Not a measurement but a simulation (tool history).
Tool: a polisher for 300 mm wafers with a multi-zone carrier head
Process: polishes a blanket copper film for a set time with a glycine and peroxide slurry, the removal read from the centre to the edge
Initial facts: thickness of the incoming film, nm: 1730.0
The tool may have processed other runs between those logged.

run  hour  flow of slurry (ml/min)  pressure of the head's centre zone  pressure of the head's middle zone  pressure of the head's edge zone  polishing time (s)  film removed at the wafer's centre (Å)  film removed at mid-radius (Å)  film removed at the wafer's edge (Å)
  1   0.0                      125                                1.00                                1.00                              1.00                  56                                  2633.6                          2589.2                                2540.2
  2   4.5                      110                                1.00                                1.02                              0.94                  46                                  2163.2                          2101.7                                1980.7
  3   7.6                      135                                1.00                                1.02                              0.94                  46                                  2159.2                          2233.0                                2043.2
  4   9.8                      130                                0.99                                1.03                              0.90                  39                                  1816.4                          1877.5                                1693.5
  5  17.6                      125                                0.99                                1.04                              0.87                  36                                  1680.6                          1736.3                                1505.4
  6  21.8                      115                                0.97                                1.04                              0.85                  35                                  1574.5                          1661.6                                1447.2
  7  24.7                      105                                0.97                                1.05                              0.84                  34                                  1483.0                          1569.3                                1378.3
  8  29.0                       80                                1.03                                1.12                              0.81                  31                                  1271.9                          1362.4                                1176.6

Run 9 is up next; what results do you expect?
  9  31.4                       85                                1.03                                1.12                              0.81                  31                                       ?                               ?                                     ?

film removed at the wafer's centre (Å): 1292.6
film removed at mid-radius (Å): 1396.9
film removed at the wafer's edge (Å): 1172.1

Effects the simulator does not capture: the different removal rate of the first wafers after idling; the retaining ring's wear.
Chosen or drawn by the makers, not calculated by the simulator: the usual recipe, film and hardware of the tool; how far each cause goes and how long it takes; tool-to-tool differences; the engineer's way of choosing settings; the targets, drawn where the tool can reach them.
